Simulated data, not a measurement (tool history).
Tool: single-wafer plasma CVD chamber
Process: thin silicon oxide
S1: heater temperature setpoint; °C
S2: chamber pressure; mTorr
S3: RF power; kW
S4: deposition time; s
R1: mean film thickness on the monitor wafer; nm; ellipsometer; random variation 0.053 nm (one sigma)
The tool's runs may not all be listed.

run  hour   S1    S2     S3     S4      R1
  1     0  425   880  0.265  11.14  21.726
  2   0.9  425   880  0.225  11.14  19.696
  3   8.2  435   880  0.225  11.14  19.567
  4     9  428   880  0.225  11.14  19.628
  5  14.3  428   880   0.25  11.14  20.891
  6  20.3  436   880   0.25  11.14  20.864
  7  21.1  436   939   0.25  11.14  22.146
  8  26.2  436   982   0.25  11.14  23.088
  9  29.5  436  1015   0.25  11.14  23.697
 10  35.5  436  1044   0.25  11.14  24.138

The next listed run, before its measurement:
 11  39.1  436  1070  0.25  11.14   ?

R1: 24.572 nm
